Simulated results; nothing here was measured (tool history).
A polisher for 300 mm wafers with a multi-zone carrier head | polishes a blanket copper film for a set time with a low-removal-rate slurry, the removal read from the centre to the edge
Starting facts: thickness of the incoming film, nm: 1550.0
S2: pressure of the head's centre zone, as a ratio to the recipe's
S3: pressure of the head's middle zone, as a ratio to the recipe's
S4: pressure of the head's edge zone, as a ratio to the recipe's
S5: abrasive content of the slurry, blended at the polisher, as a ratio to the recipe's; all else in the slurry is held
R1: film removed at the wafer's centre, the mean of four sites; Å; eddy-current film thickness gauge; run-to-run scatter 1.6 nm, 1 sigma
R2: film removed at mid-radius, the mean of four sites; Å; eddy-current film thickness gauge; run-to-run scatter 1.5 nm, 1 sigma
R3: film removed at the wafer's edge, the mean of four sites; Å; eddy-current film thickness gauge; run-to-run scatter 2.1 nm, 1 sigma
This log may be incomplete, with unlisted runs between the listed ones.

Run 1, hour 0.0: flow of slurry (ml/min) 120, S2 1.00, S3 1.00, S4 1.00, S5 1.00, polishing time (s) 46. Result: R1 1902.5 Å, R2 1981.5 Å, R3 1928.1 Å.
Run 2, hour 2.4: flow of slurry (ml/min) 120, S2 1.00, S3 1.04, S4 1.00, S5 1.00, polishing time (s) 46. Result: R1 1924.8 Å, R2 2054.5 Å, R3 1918.1 Å.
Run 3, hour 6.0: flow of slurry (ml/min) 140, S2 1.00, S3 1.04, S4 1.00, S5 1.00, polishing time (s) 46. Result: R1 1975.9 Å, R2 2120.6 Å, R3 1948.0 Å.
Run 4, hour 10.2: flow of slurry (ml/min) 140, S2 1.00, S3 1.04, S4 1.00, S5 1.20, polishing time (s) 46. Result: R1 2054.0 Å, R2 2175.3 Å, R3 1991.2 Å.
Run 5, hour 11.1: flow of slurry (ml/min) 135, S2 1.02, S3 1.03, S4 0.98, S5 1.15, polishing time (s) 46. Result: R1 2061.0 Å, R2 2142.5 Å, R3 1984.2 Å.
Run 6, hour 12.1: flow of slurry (ml/min) 135, S2 1.02, S3 1.03, S4 0.98, S5 1.35, polishing time (s) 46. Result: R1 2128.8 Å, R2 2210.0 Å, R3 2020.5 Å.

Predict the results of run 7:
Run 7, hour 12.9: flow of slurry (ml/min) 105, S2 1.12, S3 0.93, S4 0.88, S5 1.10, polishing time (s) 43. Result: R1 ?, R2 ?, R3 ?.

Run 7 produced R1 1974.9 Å, R2 1728.1 Å, R3 1636.9 Å.
